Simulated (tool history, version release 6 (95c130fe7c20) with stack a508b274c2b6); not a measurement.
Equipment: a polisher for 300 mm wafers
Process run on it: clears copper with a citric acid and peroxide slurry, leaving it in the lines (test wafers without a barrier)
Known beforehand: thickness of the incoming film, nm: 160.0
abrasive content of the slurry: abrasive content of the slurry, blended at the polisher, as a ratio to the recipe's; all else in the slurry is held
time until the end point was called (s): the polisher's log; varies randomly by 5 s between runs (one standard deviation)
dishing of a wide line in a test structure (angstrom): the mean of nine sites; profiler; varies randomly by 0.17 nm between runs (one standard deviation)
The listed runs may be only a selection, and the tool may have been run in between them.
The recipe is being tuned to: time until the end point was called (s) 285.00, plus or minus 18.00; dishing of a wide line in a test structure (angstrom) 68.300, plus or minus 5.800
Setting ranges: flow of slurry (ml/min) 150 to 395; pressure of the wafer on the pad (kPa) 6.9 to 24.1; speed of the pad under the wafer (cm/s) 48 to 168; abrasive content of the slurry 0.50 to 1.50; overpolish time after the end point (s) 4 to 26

run  hour  flow of slurry (ml/min)  pressure of the wafer on the pad (kPa)  speed of the pad under the wafer (cm/s)  abrasive content of the slurry  overpolish time after the end point (s)  time until the end point was called (s)  dishing of a wide line in a test structure (angstrom)
  1   0.0                      250                                    15.2                                      108                            1.00                                       13                                   113.45                                                154.340
  2   2.6                      250                                    15.2                                      108                            1.00                                       17                                   114.31                                                196.290
  3   3.4                      220                                    15.2                                      108                            1.00                                       17                                   113.70                                                188.530
  4   9.3                      215                                    13.1                                       96                            1.00                                       16                                   146.88                                                135.940
  5  10.9                      215                                    11.7                                       90                            1.00                                       16                                   176.90                                                118.370
  6  16.6                      215                                    11.7                                      102                            1.00                                       16                                   156.59                                                137.460
  7  25.5                      215                                    10.3                                       94                            1.00                                       16                                   189.42                                                109.450
  8  32.6                      210                                     6.9                                       76                            1.00                                       16                                   342.17                                                 64.084
  9  39.4                      210                                     7.6                                       76                            1.00                                       16                                   317.71                                                 74.817
 10  44.5                      210                                     7.6                                       76                            1.00                                       15                                   311.52                                                 65.820

Which single option among these 5 for the next run brings every result within its allowed miss of target? Just one does.
  A  49.6                      160                                     6.9                                       74                            1.10                                       19                                        ?                                                      ?
  B  49.6                      195                                     7.6                                       66                            1.05                                       15                                        ?                                                      ?
  C  49.6                      240                                     6.9                                       76                            1.00                                       15                                        ?                                                      ?
  D  49.6                      180                                     9.0                                       66                            0.75                                       15                                        ?                                                      ?
  E  49.6                      150                                     9.7                                       66                            1.15                                       14                                        ?                                                      ?

move  time until the end point was called (s)  dishing of a wide line in a test structure (angstrom)
   A                                   351.74                                                 71.188
   B                                   353.30                                                 56.699
   C                                   335.31                                                 59.487
   D                                   329.32                                                 60.830
   E                                   286.40                                                 65.181
A: the biggest miss grows against the last run
B: the biggest miss grows against the last run
C: the biggest miss grows against the last run
D: the biggest miss grows against the last run
E: in spec on every target
So the answer is move E, the one that meets all the targets.

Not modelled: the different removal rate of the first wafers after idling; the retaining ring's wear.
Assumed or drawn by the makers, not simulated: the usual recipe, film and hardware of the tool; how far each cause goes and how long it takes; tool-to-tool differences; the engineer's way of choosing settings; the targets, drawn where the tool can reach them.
